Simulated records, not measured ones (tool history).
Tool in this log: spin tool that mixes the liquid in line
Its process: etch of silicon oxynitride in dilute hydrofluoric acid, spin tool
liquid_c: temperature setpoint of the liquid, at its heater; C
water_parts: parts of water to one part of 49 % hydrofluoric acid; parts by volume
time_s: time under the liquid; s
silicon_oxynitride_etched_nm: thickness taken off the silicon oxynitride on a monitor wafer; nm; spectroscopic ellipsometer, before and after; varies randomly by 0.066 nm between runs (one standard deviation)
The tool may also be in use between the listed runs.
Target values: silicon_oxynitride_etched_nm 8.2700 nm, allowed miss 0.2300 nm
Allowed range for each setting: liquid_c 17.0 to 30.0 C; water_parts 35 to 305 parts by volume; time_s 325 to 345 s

run,hour,liquid_c,water_parts,time_s,silicon_oxynitride_etched_nm
1,0.0,22.0,170,325,6.3971
2,0.7,18.5,170,325,5.4080
3,7.3,18.5,200,325,4.5062
4,10.4,18.5,200,325,4.4525
# hour 16.7: hydrofluoric acid flow meter replaced
5,16.7,18.5,140,325,6.0352
6,23.3,18.5,165,325,4.9993
7,27.3,20.5,165,325,5.6246
8,29.6,23.5,160,325,6.5460
9,32.4,25.5,160,325,7.1751
10,39.0,26.5,160,325,7.4808
11,42.6,27.5,160,325,7.9420

Of the 4 settings listed for the next run, only one would bring every result within its allowed miss of target. Which one?
A,46.2,25.0,155,325,?
B,46.2,27.5,160,340,?
C,46.2,28.0,185,345,?
D,46.2,24.5,155,345,?

move,silicon_oxynitride_etched_nm
A,7.2910
B,8.2275
C,7.2208
D,7.5659
A: misses by more than the last run did
B: all results land within tolerance of their targets
C: misses by more than the last run did
D: misses by more than the last run did
So the answer is move B, the one that meets all the targets.
